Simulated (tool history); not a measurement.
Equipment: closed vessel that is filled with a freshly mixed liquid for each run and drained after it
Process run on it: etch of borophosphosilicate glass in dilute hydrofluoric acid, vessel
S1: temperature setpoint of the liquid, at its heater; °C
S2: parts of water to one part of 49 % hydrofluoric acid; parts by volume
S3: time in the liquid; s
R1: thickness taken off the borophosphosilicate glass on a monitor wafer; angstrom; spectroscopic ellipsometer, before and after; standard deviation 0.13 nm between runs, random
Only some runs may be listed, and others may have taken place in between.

run 1 day=0 | S1=22 S2=295 S3=40 | R1=50.949
run 2 day=0.138 | S1=19.5 S2=295 S3=40 | R1=46.302
run 3 day=0.4 | S1=23 S2=295 S3=40 | R1=53.109
run 4 day=0.725 | S1=23 S2=295 S3=40 | R1=52.35
run 5 day=1.108 | S1=23 S2=295 S3=35 | R1=46.629
run 6 day=1.438 | S1=24.5 S2=240 S3=35 | R1=62.669
run 7 day=1.55 | S1=28.5 S2=120 S3=35 | R1=168.88
run 8 day=1.917 | S1=28 S2=120 S3=35 | R1=163.9
run 9 day=2.2 | S1=27.5 S2=120 S3=35 | R1=161.53
run 10 day=2.462 | S1=27 S2=120 S3=35 | R1=159.06
run 11 day=2.546 | S1=26.5 S2=120 S3=35 | R1=158.46

Forecast run 12:
run 12 day=2.783 | S1=26 S2=120 S3=35 | R1=?

{"run 12": {"R1": 153.79}}

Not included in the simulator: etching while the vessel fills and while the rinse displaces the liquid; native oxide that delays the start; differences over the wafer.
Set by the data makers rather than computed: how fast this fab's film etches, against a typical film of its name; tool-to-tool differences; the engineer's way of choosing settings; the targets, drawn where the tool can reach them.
